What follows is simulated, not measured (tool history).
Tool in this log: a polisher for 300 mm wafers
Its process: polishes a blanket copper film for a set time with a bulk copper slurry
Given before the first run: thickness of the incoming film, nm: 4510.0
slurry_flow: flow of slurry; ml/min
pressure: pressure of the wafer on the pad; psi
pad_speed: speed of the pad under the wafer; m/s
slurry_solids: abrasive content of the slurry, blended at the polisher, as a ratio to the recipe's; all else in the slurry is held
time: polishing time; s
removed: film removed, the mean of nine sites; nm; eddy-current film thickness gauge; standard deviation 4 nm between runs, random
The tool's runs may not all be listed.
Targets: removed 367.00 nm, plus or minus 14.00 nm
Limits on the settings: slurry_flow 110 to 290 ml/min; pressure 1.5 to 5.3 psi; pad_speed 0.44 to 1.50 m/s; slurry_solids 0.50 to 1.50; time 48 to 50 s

{"run": 1, "hour": 0.0, "slurry_flow": 185, "pressure": 3.4, "pad_speed": 0.96, "slurry_solids": 1.0, "time": 48, "removed": 581.91}
{"run": 2, "hour": 8.1, "slurry_flow": 185, "pressure": 3.2, "pad_speed": 0.96, "slurry_solids": 1.0, "time": 48, "removed": 554.78}
{"run": 3, "hour": 13.6, "slurry_flow": 185, "pressure": 3.2, "pad_speed": 0.96, "slurry_solids": 1.0, "time": 48, "removed": 554.14}
{"run": 4, "hour": 20.2, "slurry_flow": 215, "pressure": 3.2, "pad_speed": 0.96, "slurry_solids": 1.0, "time": 48, "removed": 577.35}
{"run": 5, "hour": 24.3, "slurry_flow": 210, "pressure": 3.0, "pad_speed": 0.96, "slurry_solids": 1.0, "time": 48, "removed": 538.91}
{"run": 6, "hour": 31.5, "slurry_flow": 205, "pressure": 2.8, "pad_speed": 0.96, "slurry_solids": 1.0, "time": 48, "removed": 516.1}
{"run": 7, "hour": 37.4, "slurry_flow": 200, "pressure": 2.6, "pad_speed": 0.96, "slurry_solids": 1.0, "time": 48, "removed": 490.06}
{"run": 8, "hour": 41.7, "slurry_flow": 195, "pressure": 2.4, "pad_speed": 0.96, "slurry_solids": 1.0, "time": 48, "removed": 467.19}
{"run": 9, "hour": 47.1, "slurry_flow": 195, "pressure": 2.3, "pad_speed": 0.96, "slurry_solids": 1.0, "time": 48, "removed": 455.66}
{"run": 10, "hour": 47.7, "slurry_flow": 195, "pressure": 2.2, "pad_speed": 0.96, "slurry_solids": 1.0, "time": 48, "removed": 440.61}
{"run": 11, "hour": 52.5, "slurry_flow": 190, "pressure": 2.1, "pad_speed": 0.96, "slurry_solids": 1.0, "time": 48, "removed": 429.71}
{"run": 12, "hour": 56.4, "slurry_flow": 185, "pressure": 2.0, "pad_speed": 0.96, "slurry_solids": 1.0, "time": 48, "removed": 413.95}
{"run": 13, "hour": 60.3, "slurry_flow": 180, "pressure": 2.0, "pad_speed": 0.96, "slurry_solids": 1.0, "time": 48, "removed": 409.69}
{"run": 14, "hour": 61.1, "slurry_flow": 175, "pressure": 2.0, "pad_speed": 0.96, "slurry_solids": 1.0, "time": 48, "removed": 408.01}
{"run": 15, "hour": 66.3, "slurry_flow": 170, "pressure": 2.0, "pad_speed": 0.96, "slurry_solids": 1.0, "time": 48, "removed": 407.7}
{"run": 16, "hour": 68.8, "slurry_flow": 165, "pressure": 2.0, "pad_speed": 0.96, "slurry_solids": 1.0, "time": 48, "removed": 413.4}
{"run": 17, "hour": 76.3, "slurry_flow": 165, "pressure": 1.9, "pad_speed": 0.96, "slurry_solids": 1.0, "time": 48, "removed": 397.34}
{"run": 18, "hour": 79.0, "slurry_flow": 165, "pressure": 1.9, "pad_speed": 0.96, "slurry_solids": 1.0, "time": 48, "removed": 400.79}

Which of these 5 next moves meets every target?
{"run": "A", "hour": 81.7, "slurry_flow": 140, "pressure": 1.5, "pad_speed": 1.26, "slurry_solids": 0.95, "time": 48, "removed": "?"}
{"run": "B", "hour": 81.7, "slurry_flow": 160, "pressure": 2.1, "pad_speed": 0.96, "slurry_solids": 0.95, "time": 50, "removed": "?"}
{"run": "C", "hour": 81.7, "slurry_flow": 180, "pressure": 1.5, "pad_speed": 1.02, "slurry_solids": 0.9, "time": 48, "removed": "?"}
{"run": "D", "hour": 81.7, "slurry_flow": 145, "pressure": 2.1, "pad_speed": 0.96, "slurry_solids": 1.0, "time": 49, "removed": "?"}
{"run": "E", "hour": 81.7, "slurry_flow": 230, "pressure": 2.1, "pad_speed": 0.72, "slurry_solids": 1.2, "time": 48, "removed": "?"}

move=A removed=444.15
move=B removed=433.75
move=C removed=374.75
move=D removed=421.35
move=E removed=349.61
A: lands further from the targets than the last run did
B: lands further from the targets than the last run did
C: meets every target
D: lands further from the targets than the last run did
E: pushes the last run's worst result past its target
Move C is the one to make.

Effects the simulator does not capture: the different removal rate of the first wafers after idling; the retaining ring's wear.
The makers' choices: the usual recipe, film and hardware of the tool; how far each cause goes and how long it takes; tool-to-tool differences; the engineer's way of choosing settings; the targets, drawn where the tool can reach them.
